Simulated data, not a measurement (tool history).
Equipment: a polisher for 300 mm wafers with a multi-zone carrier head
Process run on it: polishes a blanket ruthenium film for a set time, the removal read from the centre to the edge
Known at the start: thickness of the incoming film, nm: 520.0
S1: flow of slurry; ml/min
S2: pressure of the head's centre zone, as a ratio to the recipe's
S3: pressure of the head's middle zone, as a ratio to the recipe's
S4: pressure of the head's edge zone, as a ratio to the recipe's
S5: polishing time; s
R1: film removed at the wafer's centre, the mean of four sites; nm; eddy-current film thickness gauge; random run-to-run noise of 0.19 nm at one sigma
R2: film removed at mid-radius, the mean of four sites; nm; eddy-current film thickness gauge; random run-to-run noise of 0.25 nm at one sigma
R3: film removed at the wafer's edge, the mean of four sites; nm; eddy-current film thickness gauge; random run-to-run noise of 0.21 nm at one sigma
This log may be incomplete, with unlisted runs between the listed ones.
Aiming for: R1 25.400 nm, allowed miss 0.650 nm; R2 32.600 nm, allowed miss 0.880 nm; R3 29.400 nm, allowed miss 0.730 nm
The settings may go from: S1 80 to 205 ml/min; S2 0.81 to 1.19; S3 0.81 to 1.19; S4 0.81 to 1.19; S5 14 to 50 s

| run | day | S1 | S2 | S3 | S4 | S5 | R1 | R2 | R3 |
|---|---|---|---|---|---|---|---|---|---|
| 1 | 0.000 | 135 | 1.00 | 1.00 | 1.00 | 32 | 36.222 | 37.793 | 39.422 |
| 2 | 0.112 | 125 | 0.96 | 1.02 | 0.95 | 30 | 31.701 | 35.235 | 35.822 |
| 3 | 0.192 | 125 | 0.96 | 0.94 | 0.95 | 30 | 31.663 | 33.030 | 35.541 |
| 4 | 0.417 | 125 | 0.96 | 0.94 | 0.95 | 35 | 36.950 | 38.893 | 41.586 |
|  | 0.529 | slurry nozzle cleaned |
| 5 | 0.529 | 125 | 0.94 | 0.99 | 0.91 | 32 | 37.679 | 42.028 | 40.443 |
| 6 | 0.871 | 95 | 0.94 | 0.99 | 0.91 | 32 | 35.314 | 38.826 | 38.561 |
| 7 | 1.208 | 115 | 0.93 | 1.03 | 0.93 | 29 | 33.263 | 38.313 | 36.210 |
| 8 | 1.304 | 125 | 0.90 | 1.03 | 0.94 | 26 | 29.651 | 34.786 | 33.445 |
| 9 | 1.525 | 120 | 0.88 | 1.05 | 0.94 | 24 | 26.474 | 32.298 | 30.092 |

Below are 5 possible settings for the next run. Only one of them brings all results inside the allowed miss of their targets. Which is it?
| A | 1.746 | 85 | 0.93 | 1.00 | 1.09 | 25 | ? | ? | ? |
| B | 1.746 | 110 | 0.84 | 1.03 | 0.96 | 25 | ? | ? | ? |
| C | 1.746 | 110 | 0.91 | 1.07 | 0.89 | 24 | ? | ? | ? |
| D | 1.746 | 140 | 0.85 | 1.06 | 0.90 | 23 | ? | ? | ? |
| E | 1.746 | 120 | 0.84 | 1.18 | 0.82 | 23 | ? | ? | ? |

| move | R1 | R2 | R3 |
|---|---|---|---|
| A | 26.402 | 29.774 | 32.407 |
| B | 25.681 | 32.583 | 32.099 |
| C | 26.734 | 32.301 | 29.900 |
| D | 25.320 | 32.290 | 29.805 |
| E | 24.175 | 34.334 | 28.118 |
A: the biggest miss grows against the last run
B: brings the result that was furthest off to its target, and leaves another outside
C: the biggest miss grows against the last run
D: hits every target within its allowed miss
E: moves the result that the last run missed by most past its target, out the other side
Correct choice: D, which meets every target
